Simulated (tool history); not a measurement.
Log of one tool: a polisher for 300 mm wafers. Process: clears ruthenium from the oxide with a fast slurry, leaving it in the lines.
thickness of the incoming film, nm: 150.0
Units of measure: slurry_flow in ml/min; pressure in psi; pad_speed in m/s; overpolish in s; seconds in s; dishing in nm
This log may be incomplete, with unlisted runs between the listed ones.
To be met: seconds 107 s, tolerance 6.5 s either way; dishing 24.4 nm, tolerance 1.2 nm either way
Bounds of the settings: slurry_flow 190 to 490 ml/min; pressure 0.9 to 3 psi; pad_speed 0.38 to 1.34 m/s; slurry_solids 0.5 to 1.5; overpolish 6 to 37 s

run  hour  slurry_flow  pressure  pad_speed  slurry_solids  overpolish  seconds  dishing
  1     0          315       1.9       0.86              1          19   62.207   34.351
  2     4          315       1.7       0.86              1          19   67.661   31.578
  3   6.9          315       1.5       0.84              1          20   79.312   29.802
  4  11.3          315       1.5       0.84           1.15          20   73.406   30.623
  5  18.8          315       1.4       0.84           1.15          20   76.923   29.224
  6  23.3          315       1.3       0.84           1.15          20   84.096   27.632
  7  25.6          315       0.9       0.84           1.15          21   119.92   21.989
  8    33          315       0.9       0.84           1.15          21   118.95   21.502

Next run, 5 choices. One meets every target within its allowed miss, the rest don't. Which?
  A  40.4          270       1.3       0.88              1          20        ?        ?
  B  40.4          385       0.9       0.74            1.2          28        ?        ?
  C  40.4          405       1.1       0.74            1.1          22        ?        ?
  D  40.4          295         1       0.98            1.2          23        ?        ?
  E  40.4          325         1       0.84           1.15          19        ?        ?

move  seconds  dishing
   A   88.521   26.864
   B   125.03   26.666
   C   107.37   24.739
   D    95.79   28.257
   E   107.67   21.755
A: pushes the last run's worst result past its target
B: pushes the last run's worst result past its target
C: all results land within tolerance of their targets
D: pushes the last run's worst result past its target
E: gains on the last run, yet a result remains outside its allowed miss
The move that meets every target is C.
